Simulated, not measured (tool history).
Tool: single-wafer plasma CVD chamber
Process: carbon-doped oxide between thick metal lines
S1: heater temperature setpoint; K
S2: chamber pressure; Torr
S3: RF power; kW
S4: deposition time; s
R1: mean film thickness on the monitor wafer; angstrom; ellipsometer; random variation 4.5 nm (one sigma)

run 1 day=0 | S1=633.15 S2=4.53 S3=0.52 S4=186 | R1=10726
run 2 day=0.029 | S1=633.15 S2=4.53 S3=0.52 S4=186 | R1=10751
run 3 day=0.15 | S1=631.15 S2=4.8 S3=0.53 S4=186 | R1=11053
run 4 day=0.246 | S1=627.15 S2=4.8 S3=0.53 S4=186 | R1=11108
run 5 day=0.45 | S1=626.15 S2=5.02 S3=0.54 S4=186 | R1=11510
run 6 day=0.488 | S1=626.15 S2=5.02 S3=0.54 S4=186 | R1=11470

Run 7 comes next. What will it give?
run 7 day=0.612 | S1=625.15 S2=5.15 S3=0.54 S4=186 | R1=?

Run 7 gave R1 11604 angstrom.

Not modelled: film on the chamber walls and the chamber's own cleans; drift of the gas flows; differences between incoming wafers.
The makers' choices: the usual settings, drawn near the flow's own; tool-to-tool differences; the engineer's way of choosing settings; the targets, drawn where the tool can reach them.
